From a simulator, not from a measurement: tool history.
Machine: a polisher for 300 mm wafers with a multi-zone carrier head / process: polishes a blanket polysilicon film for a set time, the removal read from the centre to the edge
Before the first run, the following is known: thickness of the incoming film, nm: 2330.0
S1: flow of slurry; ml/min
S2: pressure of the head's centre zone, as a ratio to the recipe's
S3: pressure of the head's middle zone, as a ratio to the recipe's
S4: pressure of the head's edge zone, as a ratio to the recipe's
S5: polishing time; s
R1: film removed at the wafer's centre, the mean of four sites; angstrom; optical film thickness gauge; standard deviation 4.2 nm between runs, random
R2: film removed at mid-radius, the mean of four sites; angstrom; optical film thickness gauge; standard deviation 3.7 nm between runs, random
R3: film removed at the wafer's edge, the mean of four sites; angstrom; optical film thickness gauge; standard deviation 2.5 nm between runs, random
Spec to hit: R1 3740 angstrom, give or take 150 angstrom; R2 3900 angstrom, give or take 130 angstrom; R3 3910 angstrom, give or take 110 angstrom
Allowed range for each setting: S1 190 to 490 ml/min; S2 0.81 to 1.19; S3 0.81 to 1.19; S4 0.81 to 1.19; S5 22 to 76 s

{"run": 1, "day": 0.0, "S1": 315, "S2": 1, "S3": 1, "S4": 1, "S5": 49, "R1": 4657.3, "R2": 4827.3, "R3": 4648.1}
{"run": 2, "day": 0.325, "S1": 365, "S2": 1, "S3": 1, "S4": 1, "S5": 49, "R1": 4776.8, "R2": 4925.4, "R3": 4670.7}
{"run": 3, "day": 0.45, "S1": 295, "S2": 1, "S3": 1, "S4": 1, "S5": 49, "R1": 4687.1, "R2": 4759.5, "R3": 4665.3}
{"run": 4, "day": 0.55, "S1": 250, "S2": 1, "S3": 1, "S4": 1, "S5": 49, "R1": 4612.8, "R2": 4780.9, "R3": 4546.9}
{"run": 5, "day": 0.892, "S1": 225, "S2": 1, "S3": 1, "S4": 1, "S5": 49, "R1": 4656.2, "R2": 4681.6, "R3": 4497.8}
{"run": 6, "day": 0.996, "S1": 225, "S2": 0.98, "S3": 0.98, "S4": 0.98, "S5": 48, "R1": 4302, "R2": 4439.9, "R3": 4362.7}
{"run": 7, "day": 1.296, "S1": 225, "S2": 0.98, "S3": 0.97, "S4": 0.96, "S5": 48, "R1": 4346.9, "R2": 4468, "R3": 4321.8}
{"run": 8, "day": 1.567, "S1": 225, "S2": 0.97, "S3": 0.96, "S4": 0.95, "S5": 48, "R1": 4233.2, "R2": 4517.8, "R3": 4344.7}
{"run": 9, "day": 1.671, "S1": 225, "S2": 0.97, "S3": 0.95, "S4": 0.94, "S5": 47, "R1": 4242.7, "R2": 4292.9, "R3": 4228.9}
{"run": 10, "day": 1.917, "S1": 225, "S2": 0.96, "S3": 0.94, "S4": 0.93, "S5": 47, "R1": 4113.8, "R2": 4233.5, "R3": 4172.6}
{"run": 11, "day": 2.25, "S1": 225, "S2": 0.95, "S3": 0.93, "S4": 0.92, "S5": 47, "R1": 4009.3, "R2": 4202.4, "R3": 4152.1}
{"run": 12, "day": 2.392, "S1": 225, "S2": 0.95, "S3": 0.92, "S4": 0.91, "S5": 47, "R1": 4174.8, "R2": 4131.7, "R3": 4148.6}
{"run": 13, "day": 2.496, "S1": 225, "S2": 0.94, "S3": 0.92, "S4": 0.9, "S5": 47, "R1": 4044.9, "R2": 4235.6, "R3": 4171.1}
{"run": 14, "day": 2.658, "S1": 225, "S2": 0.94, "S3": 0.91, "S4": 0.89, "S5": 47, "R1": 4068.3, "R2": 4142.6, "R3": 4111.6}

Which single option among these 5 for the next run brings every result within its allowed miss of target? Just one does.
{"run": "A", "day": 2.821, "S1": 225, "S2": 0.98, "S3": 0.82, "S4": 0.93, "S5": 47, "R1": "?", "R2": "?", "R3": "?"}
{"run": "B", "day": 2.821, "S1": 240, "S2": 0.83, "S3": 0.95, "S4": 0.92, "S5": 49, "R1": "?", "R2": "?", "R3": "?"}
{"run": "C", "day": 2.821, "S1": 245, "S2": 0.9, "S3": 0.89, "S4": 0.89, "S5": 44, "R1": "?", "R2": "?", "R3": "?"}
{"run": "D", "day": 2.821, "S1": 275, "S2": 1.08, "S3": 0.87, "S4": 0.87, "S5": 47, "R1": "?", "R2": "?", "R3": "?"}
{"run": "E", "day": 2.821, "S1": 285, "S2": 1.13, "S3": 0.86, "S4": 0.86, "S5": 44, "R1": "?", "R2": "?", "R3": "?"}

move=A R1=4276.7 R2=3830.2 R3=4222.7
move=B R1=3808.4 R2=4550.1 R3=4399.2
move=C R1=3719.5 R2=3878 R3=3901
move=D R1=4843.1 R2=4114.4 R3=4165.7
move=E R1=4764.6 R2=3828.5 R3=3890.9
A: its largest miss is bigger than the last run's
B: corrects the largest miss of the last run, while another result sits out of spec
C: each result inside its tolerance
D: its largest miss is bigger than the last run's
E: its largest miss is bigger than the last run's
Move C is the one to make.

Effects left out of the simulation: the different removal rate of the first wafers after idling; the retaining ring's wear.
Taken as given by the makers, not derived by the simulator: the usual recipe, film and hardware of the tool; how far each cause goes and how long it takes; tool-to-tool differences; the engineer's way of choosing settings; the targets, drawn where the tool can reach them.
